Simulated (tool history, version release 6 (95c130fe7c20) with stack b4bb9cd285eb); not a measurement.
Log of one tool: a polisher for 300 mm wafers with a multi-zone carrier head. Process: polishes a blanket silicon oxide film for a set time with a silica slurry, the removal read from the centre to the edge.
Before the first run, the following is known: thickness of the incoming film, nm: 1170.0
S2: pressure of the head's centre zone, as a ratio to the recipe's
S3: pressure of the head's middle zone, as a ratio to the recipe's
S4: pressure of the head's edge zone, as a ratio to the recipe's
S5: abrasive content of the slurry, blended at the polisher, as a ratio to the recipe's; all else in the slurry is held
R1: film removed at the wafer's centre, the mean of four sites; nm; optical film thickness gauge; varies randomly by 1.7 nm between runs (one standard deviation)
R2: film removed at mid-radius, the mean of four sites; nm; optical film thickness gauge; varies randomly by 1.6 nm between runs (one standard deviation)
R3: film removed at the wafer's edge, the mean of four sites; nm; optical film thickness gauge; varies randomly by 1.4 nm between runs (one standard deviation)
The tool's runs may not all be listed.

run 1 hour=0 | flow_of_slurry_(ml/min)=200 S2=1 S3=1 S4=1 S5=1 polishing_time_(s)=44 | R1=161.99 R2=159.47 R3=162.58
run 2 hour=2.6 | flow_of_slurry_(ml/min)=195 S2=1 S3=0.98 S4=0.99 S5=0.95 polishing_time_(s)=44 | R1=160.28 R2=153.43 R3=159.81
run 3 hour=11.6 | flow_of_slurry_(ml/min)=195 S2=0.99 S3=0.97 S4=0.98 S5=0.9 polishing_time_(s)=44 | R1=158.38 R2=145.9 R3=154.72
run 4 hour=16.6 | flow_of_slurry_(ml/min)=195 S2=1.06 S3=0.97 S4=0.98 S5=0.9 polishing_time_(s)=44 | R1=161.98 R2=147.02 R3=154.73
run 5 hour=17.8 | flow_of_slurry_(ml/min)=195 S2=1.06 S3=0.93 S4=0.98 S5=0.9 polishing_time_(s)=44 | R1=168.48 R2=143.81 R3=154.36
run 6 hour=26.5 | flow_of_slurry_(ml/min)=195 S2=1.06 S3=0.89 S4=0.98 S5=0.9 polishing_time_(s)=44 | R1=163.19 R2=139.16 R3=152.74
run 7 hour=32.3 | flow_of_slurry_(ml/min)=190 S2=1.04 S3=0.89 S4=0.97 S5=0.85 polishing_time_(s)=44 | R1=155.34 R2=133.51 R3=148.52
run 8 hour=34.6 | flow_of_slurry_(ml/min)=185 S2=1.03 S3=0.89 S4=0.95 S5=0.85 polishing_time_(s)=44 | R1=158.66 R2=129.92 R3=147.67

Forecast run 9:
run 9 hour=35.4 | flow_of_slurry_(ml/min)=190 S2=1.02 S3=0.9 S4=0.95 S5=0.8 polishing_time_(s)=44 | R1=? R2=? R3=?

R1: 149.71 nm
R2: 129.34 nm
R3: 143.29 nm

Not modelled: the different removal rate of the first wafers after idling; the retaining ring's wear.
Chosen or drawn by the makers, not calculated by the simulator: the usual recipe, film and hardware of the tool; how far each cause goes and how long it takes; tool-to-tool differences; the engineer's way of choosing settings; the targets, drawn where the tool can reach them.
